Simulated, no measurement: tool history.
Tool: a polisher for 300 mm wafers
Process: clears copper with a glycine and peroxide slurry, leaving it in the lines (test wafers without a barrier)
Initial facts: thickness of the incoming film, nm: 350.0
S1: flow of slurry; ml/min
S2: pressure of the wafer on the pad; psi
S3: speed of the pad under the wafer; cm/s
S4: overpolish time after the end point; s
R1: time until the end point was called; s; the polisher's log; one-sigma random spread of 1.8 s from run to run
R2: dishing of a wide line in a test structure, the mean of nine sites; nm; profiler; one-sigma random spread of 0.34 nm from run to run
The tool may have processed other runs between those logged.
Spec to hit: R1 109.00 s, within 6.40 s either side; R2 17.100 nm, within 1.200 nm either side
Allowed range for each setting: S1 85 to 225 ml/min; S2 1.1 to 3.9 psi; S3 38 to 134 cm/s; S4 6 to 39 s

run	hour	S1	S2	S3	S4	R1	R2
1	0.0	145	2.5	86	20	100.69	46.181
2	4.7	145	2.2	86	20	107.10	42.598
3	8.3	130	2.2	86	20	111.97	43.372
4	10.1	150	2.0	88	17	113.43	35.644
5	17.6	165	1.8	92	15	114.03	31.935
6	21.0	180	1.7	94	13	118.80	26.842
7	25.4	220	1.1	118	6	125.83	12.406
# hour 28.3: worn pad replaced by a new one
8	28.3	215	1.2	118	6	121.00	13.313
9	34.8	210	1.3	118	6	116.08	14.166
10	38.0	205	1.3	118	6	112.25	13.661
11	45.0	205	1.4	116	6	111.43	14.640
12	49.1	205	1.4	114	6	107.64	14.437
13	52.1	205	1.4	112	6	115.07	14.346

Exactly one of the 5 candidate moves below puts every result within its allowed miss. Which one?
A	55.1	215	1.4	118	8	?	?
B	55.1	190	1.8	94	7	?	?
C	55.1	185	1.3	88	6	?	?
D	55.1	195	1.5	108	6	?	?
E	55.1	220	1.1	108	10	?	?

move	R1	R2
A	107.32	18.950
B	105.81	17.120
C	133.25	11.881
D	109.47	14.301
E	128.84	19.562
A: takes the result that was furthest off past its target
B: every result lands within tolerance
C: misses by more than the last run did
D: no nearer and no further than the last run
E: takes the result that was furthest off past its target
B meets every target.
